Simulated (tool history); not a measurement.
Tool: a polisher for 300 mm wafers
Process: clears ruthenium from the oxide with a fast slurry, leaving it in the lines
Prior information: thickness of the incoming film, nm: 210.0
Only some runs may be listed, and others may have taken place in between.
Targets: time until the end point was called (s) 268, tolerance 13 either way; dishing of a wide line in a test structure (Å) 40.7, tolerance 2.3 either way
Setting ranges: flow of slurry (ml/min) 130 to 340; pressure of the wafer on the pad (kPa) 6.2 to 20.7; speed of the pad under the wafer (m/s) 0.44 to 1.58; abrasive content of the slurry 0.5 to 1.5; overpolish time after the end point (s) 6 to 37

| run | day | flow of slurry (ml/min) | pressure of the wafer on the pad (kPa) | speed of the pad under the wafer (m/s) | abrasive content of the slurry | overpolish time after the end point (s) | time until the end point was called (s) | dishing of a wide line in a test structure (Å) |
|---|---|---|---|---|---|---|---|---|
| 1 | 0 | 220 | 13.1 | 1 | 1 | 19 | 93.336 | 262.31 |
| 2 | 0.275 | 220 | 13.1 | 0.8 | 1 | 19 | 111.65 | 238.33 |
| 3 | 0.417 | 200 | 13.1 | 0.8 | 1 | 19 | 112.22 | 237.23 |
| 4 | 0.725 | 185 | 11 | 0.68 | 0.85 | 15 | 153.26 | 154.74 |
| 5 | 0.862 | 165 | 9.7 | 0.6 | 0.75 | 12 | 204.36 | 100.15 |
| 6 | 1.138 | 165 | 7.6 | 0.6 | 0.75 | 12 | 257.18 | 81.79 |
| 7 | 1.5 | 155 | 6.9 | 0.64 | 0.65 | 10 | 287.35 | 61.083 |
| 8 | 1.833 | 145 | 6.9 | 0.74 | 0.6 | 9 | 276.57 | 59.877 |
| 9 | 2.058 | 140 | 6.9 | 0.8 | 0.55 | 8 | 271.19 | 52.904 |
| 10 | 2.4 | 135 | 6.9 | 0.84 | 0.55 | 7 | 270.57 | 47.305 |
| 11 | 2.571 | 130 | 6.2 | 0.94 | 0.5 | 6 | 273.21 | 38.373 |
| 12 | 2.95 | 135 | 6.2 | 0.94 | 0.5 | 6 | 283.86 | 39.235 |

Of the 4 settings listed for the next run, only one would bring every result within its allowed miss of target. Which one?
| A | 3.329 | 130 | 6.2 | 1.04 | 0.5 | 6 | ? | ? |
| B | 3.329 | 165 | 6.2 | 0.8 | 0.5 | 7 | ? | ? |
| C | 3.329 | 130 | 7.6 | 0.64 | 0.55 | 6 | ? | ? |
| D | 3.329 | 135 | 6.2 | 0.64 | 0.8 | 8 | ? | ? |

| move | time until the end point was called (s) | dishing of a wide line in a test structure (Å) |
|---|---|---|
| A | 259.79 | 42.014 |
| B | 300.79 | 42.321 |
| C | 284.9 | 38.455 |
| D | 296.09 | 48.799 |
A: all results in spec
B: further off than the last run
C: further off than the last run
D: further off than the last run
The right move is A.
